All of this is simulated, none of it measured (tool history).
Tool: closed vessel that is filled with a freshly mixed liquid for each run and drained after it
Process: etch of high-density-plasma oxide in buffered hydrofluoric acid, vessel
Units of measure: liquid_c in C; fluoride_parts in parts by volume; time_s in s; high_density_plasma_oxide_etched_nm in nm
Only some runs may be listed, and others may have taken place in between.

| run | day | liquid_c | fluoride_parts | time_s | high_density_plasma_oxide_etched_nm |
|---|---|---|---|---|---|
| 1 | 0.000 | 23.0 | 23.0 | 105 | 67.574 |
| 2 | 0.288 | 23.0 | 19.5 | 105 | 76.497 |
| 3 | 0.421 | 23.0 | 19.5 | 115 | 83.444 |
| 4 | 0.529 | 19.5 | 19.5 | 115 | 68.846 |
| 5 | 0.708 | 21.0 | 19.5 | 115 | 75.195 |
| 6 | 0.729 | 18.5 | 19.5 | 115 | 64.460 |

Expected results for the next run?
| 7 | 1.062 | 21.0 | 19.5 | 115 | ? |

{"run 7": {"high_density_plasma_oxide_etched_nm": 74.547}}

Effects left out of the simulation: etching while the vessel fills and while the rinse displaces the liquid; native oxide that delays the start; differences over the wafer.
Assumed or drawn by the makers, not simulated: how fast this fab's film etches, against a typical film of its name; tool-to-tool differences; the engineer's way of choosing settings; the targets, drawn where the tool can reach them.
